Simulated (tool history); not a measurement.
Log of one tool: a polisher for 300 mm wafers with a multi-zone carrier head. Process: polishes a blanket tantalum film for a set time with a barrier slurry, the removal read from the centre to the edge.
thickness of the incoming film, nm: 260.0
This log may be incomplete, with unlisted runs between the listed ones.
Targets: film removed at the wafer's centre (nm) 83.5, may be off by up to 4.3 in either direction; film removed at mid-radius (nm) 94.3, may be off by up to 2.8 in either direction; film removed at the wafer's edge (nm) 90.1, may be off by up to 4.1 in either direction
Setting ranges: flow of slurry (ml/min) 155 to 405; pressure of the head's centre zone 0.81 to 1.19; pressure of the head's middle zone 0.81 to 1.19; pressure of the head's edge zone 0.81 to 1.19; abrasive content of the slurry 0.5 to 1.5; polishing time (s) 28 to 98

run	hour	flow of slurry (ml/min)	pressure of the head's centre zone	pressure of the head's middle zone	pressure of the head's edge zone	abrasive content of the slurry	polishing time (s)	film removed at the wafer's centre (nm)	film removed at mid-radius (nm)	film removed at the wafer's edge (nm)
1	0	260	1	1	1	1	63	74.325	72.933	73.542
2	2.1	260	1	1.08	1	1	63	72.794	77.73	75.125
3	9.8	260	1	1.01	1	1	63	73.346	72.322	74.279
4	15.7	265	1.01	1.06	1.03	1.1	63	76.852	77.524	77.017
5	24.7	265	1	1.09	1.05	1.2	64	78.588	81.907	81.748
6	32.9	265	1.03	1.09	1.05	1.2	64	79.825	81.551	79.338
7	36.2	275	1.02	1.11	1.06	1.25	64	80.637	83.726	82.906
8	40.5	280	1.01	1.13	1.06	1.3	64	81.928	86.681	82.891
9	48.3	285	1	1.14	1.08	1.35	64	79.039	87.093	82.896
10	49.3	280	1	1.15	1.09	1.4	65	84.901	89.64	84.39
11	57.6	320	0.91	1.16	1.15	1.45	67	78.716	95.597	91.115

Which single option among these 5 for the next run brings every result within its allowed miss of target? Just one does.
A	65.9	280	0.85	1.16	1.19	1.15	70	?	?	?
B	65.9	330	0.95	1.13	1.05	1.5	68	?	?	?
C	65.9	370	0.89	1.15	1.19	1.5	64	?	?	?
D	65.9	330	0.9	1.17	1.13	1.4	66	?	?	?
E	65.9	310	0.86	1.17	1.17	1.35	66	?	?	?

move	film removed at the wafer's centre (nm)	film removed at mid-radius (nm)	film removed at the wafer's edge (nm)
A	71.984	94.729	94.446
B	83.277	95.617	91.239
C	74.136	92.195	92.129
D	75.642	94.495	90.74
E	71.384	93.428	91.443
A: misses by more than the last run did
B: in spec on every target
C: misses by more than the last run did
D: misses by more than the last run did
E: misses by more than the last run did
Answer: B
